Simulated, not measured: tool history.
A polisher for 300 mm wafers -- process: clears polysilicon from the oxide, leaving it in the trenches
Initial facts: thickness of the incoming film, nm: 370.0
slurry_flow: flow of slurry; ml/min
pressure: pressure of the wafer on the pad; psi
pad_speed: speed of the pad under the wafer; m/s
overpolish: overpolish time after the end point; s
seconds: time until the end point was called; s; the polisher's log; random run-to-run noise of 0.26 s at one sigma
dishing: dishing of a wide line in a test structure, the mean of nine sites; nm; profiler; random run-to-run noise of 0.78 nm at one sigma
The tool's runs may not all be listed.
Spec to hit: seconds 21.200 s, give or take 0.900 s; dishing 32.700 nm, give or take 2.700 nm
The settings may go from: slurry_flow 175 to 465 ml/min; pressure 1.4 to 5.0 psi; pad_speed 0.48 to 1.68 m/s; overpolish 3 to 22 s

| run | hour | slurry_flow | pressure | pad_speed | overpolish | seconds | dishing |
|---|---|---|---|---|---|---|---|
| 1 | 0.0 | 295 | 3.2 | 1.08 | 11 | 17.731 | 42.892 |
| 2 | 4.9 | 295 | 3.2 | 1.08 | 8 | 18.105 | 43.488 |
| 3 | 7.7 | 295 | 3.2 | 1.32 | 8 | 14.600 | 43.651 |
| 4 | 15.3 | 255 | 3.2 | 1.32 | 8 | 15.147 | 43.545 |
| 5 | 22.1 | 240 | 2.9 | 1.32 | 6 | 16.877 | 41.204 |
| 6 | 25.2 | 240 | 3.5 | 1.32 | 6 | 13.813 | 42.268 |
| 7 | 27.7 | 220 | 3.2 | 1.30 | 5 | 15.011 | 40.705 |
| 8 | 30.9 | 220 | 3.2 | 1.30 | 5 | 15.357 | 40.338 |
| 9 | 34.8 | 205 | 3.0 | 1.28 | 4 | 16.453 | 35.452 |
| 10 | 42.3 | 205 | 2.8 | 1.28 | 4 | 17.737 | 35.547 |
| 11 | 47.5 | 205 | 2.6 | 1.28 | 4 | 19.472 | 35.344 |
| 12 | 51.6 | 195 | 2.5 | 1.28 | 4 | 20.034 | 33.123 |

Which one of the following 4 next-run settings gets every result inside its allowed miss? There is exactly one.
| A | 55.7 | 175 | 2.4 | 1.28 | 4 | ? | ? |
| B | 55.7 | 185 | 2.0 | 1.68 | 4 | ? | ? |
| C | 55.7 | 175 | 2.4 | 1.42 | 3 | ? | ? |
| D | 55.7 | 175 | 2.4 | 1.46 | 3 | ? | ? |

| move | seconds | dishing |
|---|---|---|
| A | 21.408 | 32.222 |
| B | 19.432 | 33.681 |
| C | 19.346 | 29.291 |
| D | 18.828 | 29.725 |
A: all results in spec
B: lands further from the targets than the last run did
C: lands further from the targets than the last run did
D: lands further from the targets than the last run did
Answer: A
